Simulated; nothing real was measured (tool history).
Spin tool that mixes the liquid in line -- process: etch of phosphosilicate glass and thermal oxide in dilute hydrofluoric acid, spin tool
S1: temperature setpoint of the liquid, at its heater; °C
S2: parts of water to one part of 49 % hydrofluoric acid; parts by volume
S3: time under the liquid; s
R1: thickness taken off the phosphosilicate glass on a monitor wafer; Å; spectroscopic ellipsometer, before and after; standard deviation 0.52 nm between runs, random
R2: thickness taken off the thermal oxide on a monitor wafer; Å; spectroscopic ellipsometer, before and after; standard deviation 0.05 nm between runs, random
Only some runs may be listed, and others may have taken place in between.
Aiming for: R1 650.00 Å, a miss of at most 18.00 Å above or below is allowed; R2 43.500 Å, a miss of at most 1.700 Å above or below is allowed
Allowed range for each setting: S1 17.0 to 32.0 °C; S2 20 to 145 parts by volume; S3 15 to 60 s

Run 1, hour 0.0: S1 24.0 °C, S2 80 parts by volume, S3 30 s. Result: R1 290.70 Å, R2 19.375 Å.
Run 2, hour 3.8: S1 25.5 °C, S2 80 parts by volume, S3 30 s. Result: R1 309.17 Å, R2 20.856 Å.
Run 3, hour 7.2: S1 27.5 °C, S2 65 parts by volume, S3 30 s. Result: R1 426.84 Å, R2 28.087 Å.
Run 4, hour 15.7: S1 29.0 °C, S2 60 parts by volume, S3 30 s. Result: R1 493.09 Å, R2 32.450 Å.
Run 5, hour 18.9: S1 27.0 °C, S2 60 parts by volume, S3 30 s. Result: R1 451.01 Å, R2 30.440 Å.
Run 6, hour 20.6: S1 28.5 °C, S2 55 parts by volume, S3 30 s. Result: R1 522.40 Å, R2 35.433 Å.
Run 7, hour 24.6: S1 29.5 °C, S2 55 parts by volume, S3 30 s. Result: R1 545.51 Å, R2 37.342 Å.
Run 8, hour 25.4: S1 30.0 °C, S2 55 parts by volume, S3 30 s. Result: R1 562.91 Å, R2 37.602 Å.
Run 9, hour 27.9: S1 30.0 °C, S2 55 parts by volume, S3 30 s. Result: R1 556.74 Å, R2 36.984 Å.
Run 10, hour 33.1: S1 30.5 °C, S2 55 parts by volume, S3 30 s. Result: R1 566.33 Å, R2 37.517 Å.
Run 11, hour 38.0: S1 31.0 °C, S2 55 parts by volume, S3 30 s. Result: R1 581.63 Å, R2 38.265 Å.

Exercise: of the 5 proposed moves below, exactly one satisfies all targets within the stated allowed misses. Which move is it?
Run A, hour 42.9: S1 30.0 °C, S2 55 parts by volume, S3 35 s. Result: R1 ?, R2 ?.
Run B, hour 42.9: S1 32.0 °C, S2 55 parts by volume, S3 30 s. Result: R1 ?, R2 ?.
Run C, hour 42.9: S1 29.5 °C, S2 50 parts by volume, S3 35 s. Result: R1 ?, R2 ?.
Run D, hour 42.9: S1 31.0 °C, S2 45 parts by volume, S3 25 s. Result: R1 ?, R2 ?.
Run E, hour 42.9: S1 30.0 °C, S2 45 parts by volume, S3 30 s. Result: R1 ?, R2 ?.

move      R1      R2
   A  649.74  44.147
   B  601.79  40.889
   C  706.19  47.983
   D  599.10  40.706
   E  691.23  46.966
A: every result within its allowed miss
B: closes in on the targets versus the last run, not all within tolerance yet
C: carries the result that was furthest off beyond its target, to the other side
D: closes in on the targets versus the last run, not all within tolerance yet
E: carries the result that was furthest off beyond its target, to the other side
Go with A: it meets all targets.

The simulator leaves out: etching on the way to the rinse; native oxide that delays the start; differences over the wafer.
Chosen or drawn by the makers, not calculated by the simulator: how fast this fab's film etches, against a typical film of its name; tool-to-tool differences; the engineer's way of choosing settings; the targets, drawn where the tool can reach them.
